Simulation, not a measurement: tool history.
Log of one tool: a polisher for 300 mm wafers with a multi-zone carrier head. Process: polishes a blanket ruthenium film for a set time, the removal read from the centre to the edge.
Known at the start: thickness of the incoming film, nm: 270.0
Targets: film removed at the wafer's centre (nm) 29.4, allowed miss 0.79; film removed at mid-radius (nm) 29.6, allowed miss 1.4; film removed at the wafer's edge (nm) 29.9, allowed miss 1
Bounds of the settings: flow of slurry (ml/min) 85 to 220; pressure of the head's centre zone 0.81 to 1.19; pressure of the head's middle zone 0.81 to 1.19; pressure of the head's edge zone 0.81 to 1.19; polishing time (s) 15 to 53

run	day	flow of slurry (ml/min)	pressure of the head's centre zone	pressure of the head's middle zone	pressure of the head's edge zone	polishing time (s)	film removed at the wafer's centre (nm)	film removed at mid-radius (nm)	film removed at the wafer's edge (nm)
1	0	140	1	1	1	34	36.843	36.399	36.317
2	0.217	140	1	1	1.04	34	36.572	35.724	36.334
3	0.362	140	1	0.96	1.04	34	37.515	35.125	37.055
4	0.433	140	0.95	0.96	1.04	34	35.047	34.503	37.218
5	0.646	135	0.95	0.96	1.02	33	34.079	33.237	34.911
6	0.75	130	0.94	0.96	1.01	33	33.566	32.998	34.601
7	0.825	125	0.93	0.96	1	33	32.408	33.116	34.177
8	1.138	120	0.93	0.95	0.99	33	32.254	33.321	33.564
9	1.492	115	0.93	0.94	0.98	33	32.164	31.733	33.658
10	1.529	110	0.93	0.94	0.96	33	31.262	31.839	33.116
11	1.733	110	0.93	0.94	0.95	33	31.557	32.454	32.745

Which of these 4 next moves meets every target?
A	1.938	165	0.94	0.97	1	28	?	?	?
B	1.938	150	0.97	0.81	0.87	32	?	?	?
C	1.938	120	1.03	1.13	0.83	33	?	?	?
D	1.938	105	0.92	0.95	0.95	37	?	?	?

move	film removed at the wafer's centre (nm)	film removed at mid-radius (nm)	film removed at the wafer's edge (nm)
A	29.327	30.205	30.506
B	33.947	29.273	32.369
C	35.556	38.271	31.606
D	34.403	36.021	37.05
A: meets every target
B: further off than the last run
C: further off than the last run
D: further off than the last run
The right move is A.

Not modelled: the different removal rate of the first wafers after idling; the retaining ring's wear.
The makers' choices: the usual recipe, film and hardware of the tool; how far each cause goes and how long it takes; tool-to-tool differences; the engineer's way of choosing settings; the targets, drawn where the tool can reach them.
